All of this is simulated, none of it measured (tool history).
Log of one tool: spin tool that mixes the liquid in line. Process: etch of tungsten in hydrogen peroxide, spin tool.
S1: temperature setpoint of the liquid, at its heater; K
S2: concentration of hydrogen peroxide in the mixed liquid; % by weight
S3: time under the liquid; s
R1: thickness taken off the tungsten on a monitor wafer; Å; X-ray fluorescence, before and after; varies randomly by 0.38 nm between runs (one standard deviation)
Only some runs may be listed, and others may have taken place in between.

| run | hour | S1 | S2 | S3 | R1 |
|---|---|---|---|---|---|
| 1 | 0 | 324.15 | 17 | 55 | 1050.3 |
| 2 | 0.9 | 319.65 | 17 | 55 | 791.81 |
| 3 | 5.8 | 319.65 | 15 | 55 | 746.32 |
| 4 | 13.5 | 317.15 | 15 | 55 | 648.25 |
| 5 | 18 | 317.15 | 15 | 60 | 715.06 |
| 6 | 26.8 | 317.15 | 17 | 60 | 732.63 |
| 7 | 34.3 | 314.65 | 17 | 60 | 634.29 |

Run 8 has not been measured yet. What should we expect?
| 8 | 39.4 | 313.15 | 17 | 60 | ? |

R1: 586.81 Å

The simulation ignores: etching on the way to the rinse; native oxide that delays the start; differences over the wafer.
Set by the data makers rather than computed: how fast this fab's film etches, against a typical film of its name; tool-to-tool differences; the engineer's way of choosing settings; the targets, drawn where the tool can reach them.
